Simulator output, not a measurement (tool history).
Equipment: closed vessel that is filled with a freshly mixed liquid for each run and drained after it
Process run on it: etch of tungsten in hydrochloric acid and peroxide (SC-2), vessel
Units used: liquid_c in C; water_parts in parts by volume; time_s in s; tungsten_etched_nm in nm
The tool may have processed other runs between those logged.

run	hour	liquid_c	water_parts	time_s	tungsten_etched_nm
1	0	49	11.5	280	84.632
2	5.3	49	13	280	74.616
3	12.1	49	16	280	63.874
4	14.1	49	16	280	63.56
# hour 20.8: thermometer replaced
5	20.8	49	18	280	52.867
6	28	49	18	280	53.205

Run 7 is up next; what results do you expect?
7	29.3	49	18	280	?

{"run 7": {"tungsten_etched_nm": 52.339}}

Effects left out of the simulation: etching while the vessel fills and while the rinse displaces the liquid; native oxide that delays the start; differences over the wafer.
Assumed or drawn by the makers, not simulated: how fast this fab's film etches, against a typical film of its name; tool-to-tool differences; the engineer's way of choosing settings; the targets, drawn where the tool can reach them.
